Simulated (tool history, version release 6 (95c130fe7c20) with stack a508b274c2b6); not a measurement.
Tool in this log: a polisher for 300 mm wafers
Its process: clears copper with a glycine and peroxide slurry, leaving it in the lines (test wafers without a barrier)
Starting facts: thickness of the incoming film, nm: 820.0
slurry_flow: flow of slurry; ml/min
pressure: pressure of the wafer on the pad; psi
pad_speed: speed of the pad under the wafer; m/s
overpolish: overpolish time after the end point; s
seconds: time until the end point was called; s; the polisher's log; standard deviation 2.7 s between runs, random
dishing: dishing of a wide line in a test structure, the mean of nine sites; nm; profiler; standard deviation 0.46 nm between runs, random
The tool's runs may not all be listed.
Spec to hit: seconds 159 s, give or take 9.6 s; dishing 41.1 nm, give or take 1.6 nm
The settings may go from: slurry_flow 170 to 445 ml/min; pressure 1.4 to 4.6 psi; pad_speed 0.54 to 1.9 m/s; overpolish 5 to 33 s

Run 1, hour 0: slurry_flow 285 ml/min, pressure 3 psi, pad_speed 1.22 m/s, overpolish 17 s. Result: seconds 104.41 s, dishing 83.297 nm.
Run 2, hour 6.1: slurry_flow 285 ml/min, pressure 2.7 psi, pad_speed 1.14 m/s, overpolish 14 s. Result: seconds 124.14 s, dishing 63.121 nm.
Run 3, hour 13.6: slurry_flow 285 ml/min, pressure 2.4 psi, pad_speed 1.14 m/s, overpolish 12 s. Result: seconds 132.44 s, dishing 51.592 nm.
Run 4, hour 16.9: slurry_flow 285 ml/min, pressure 2.4 psi, pad_speed 1.14 m/s, overpolish 19 s. Result: seconds 137.31 s, dishing 75.196 nm.
Run 5, hour 17.4: slurry_flow 285 ml/min, pressure 2.4 psi, pad_speed 1.14 m/s, overpolish 24 s. Result: seconds 138.32 s, dishing 87.672 nm.
Run 6, hour 25.8: slurry_flow 330 ml/min, pressure 2.4 psi, pad_speed 1.14 m/s, overpolish 24 s. Result: seconds 132.11 s, dishing 89.069 nm.
Run 7, hour 34.7: slurry_flow 350 ml/min, pressure 2.4 psi, pad_speed 1.04 m/s, overpolish 20 s. Result: seconds 142.6 s, dishing 74.141 nm.
Run 8, hour 41.1: slurry_flow 355 ml/min, pressure 2.2 psi, pad_speed 1.08 m/s, overpolish 17 s. Result: seconds 153.47 s, dishing 63.656 nm.
Run 9, hour 42.6: slurry_flow 350 ml/min, pressure 2.5 psi, pad_speed 0.98 m/s, overpolish 9 s. Result: seconds 146.49 s, dishing 37.851 nm.
Run 10, hour 43.5: slurry_flow 350 ml/min, pressure 2.5 psi, pad_speed 0.98 m/s, overpolish 9 s. Result: seconds 141.84 s, dishing 37.92 nm.

Consider the 5 candidate settings below. Which is the only one whose results all fall within their allowed miss of target?
Run A, hour 44.4: slurry_flow 370 ml/min, pressure 2.6 psi, pad_speed 0.96 m/s, overpolish 10 s. Result: seconds ?, dishing ?.
Run B, hour 44.4: slurry_flow 400 ml/min, pressure 2.3 psi, pad_speed 0.94 m/s, overpolish 11 s. Result: seconds ?, dishing ?.
Run C, hour 44.4: slurry_flow 370 ml/min, pressure 2.6 psi, pad_speed 0.92 m/s, overpolish 9 s. Result: seconds ?, dishing ?.
Run D, hour 44.4: slurry_flow 315 ml/min, pressure 2.5 psi, pad_speed 1.02 m/s, overpolish 10 s. Result: seconds ?, dishing ?.
Run E, hour 44.4: slurry_flow 375 ml/min, pressure 2.8 psi, pad_speed 0.68 m/s, overpolish 12 s. Result: seconds ?, dishing ?.

move  seconds  dishing
   A   146.77   42.079
   B   163.77   41.394
   C   151.88   37.225
   D    145.8    42.21
   E   181.41    41.39
A: gets the furthest-off result to its target, but another result is out of tolerance
B: hits every target within its allowed miss
C: its largest miss is bigger than the last run's
D: gets the furthest-off result to its target, but another result is out of tolerance
E: gets the furthest-off result to its target, but another result is out of tolerance
The move that meets every target is B.
